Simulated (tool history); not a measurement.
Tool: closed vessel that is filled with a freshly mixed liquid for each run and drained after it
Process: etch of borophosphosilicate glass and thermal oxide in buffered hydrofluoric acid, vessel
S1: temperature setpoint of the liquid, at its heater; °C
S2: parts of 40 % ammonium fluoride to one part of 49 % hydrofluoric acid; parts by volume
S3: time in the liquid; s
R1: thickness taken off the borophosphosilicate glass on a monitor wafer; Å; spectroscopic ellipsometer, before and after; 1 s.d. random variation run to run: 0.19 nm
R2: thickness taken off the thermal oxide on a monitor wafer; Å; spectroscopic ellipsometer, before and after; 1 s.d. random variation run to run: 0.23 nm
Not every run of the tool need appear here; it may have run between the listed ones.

Run 1, hour 0.0: S1 20.0 °C, S2 12.0 parts by volume, S3 60 s. Result: R1 692.55 Å, R2 434.05 Å.
Run 2, hour 6.7: S1 19.0 °C, S2 12.5 parts by volume, S3 60 s. Result: R1 631.05 Å, R2 396.25 Å.
Run 3, hour 11.5: S1 18.5 °C, S2 12.5 parts by volume, S3 60 s. Result: R1 610.81 Å, R2 382.30 Å.
Run 4, hour 18.4: S1 18.5 °C, S2 15.0 parts by volume, S3 60 s. Result: R1 509.10 Å, R2 324.16 Å.
Run 5, hour 19.6: S1 19.0 °C, S2 15.0 parts by volume, S3 60 s. Result: R1 524.67 Å, R2 331.93 Å.
Run 6, hour 22.0: S1 19.0 °C, S2 13.0 parts by volume, S3 60 s. Result: R1 604.56 Å, R2 376.44 Å.

For run 7, what comes out?
Run 7, hour 26.9: S1 18.5 °C, S2 13.0 parts by volume, S3 60 s. Result: R1 ?, R2 ?.

{"run 7": {"R1": 588.08, "R2": 375.01}}

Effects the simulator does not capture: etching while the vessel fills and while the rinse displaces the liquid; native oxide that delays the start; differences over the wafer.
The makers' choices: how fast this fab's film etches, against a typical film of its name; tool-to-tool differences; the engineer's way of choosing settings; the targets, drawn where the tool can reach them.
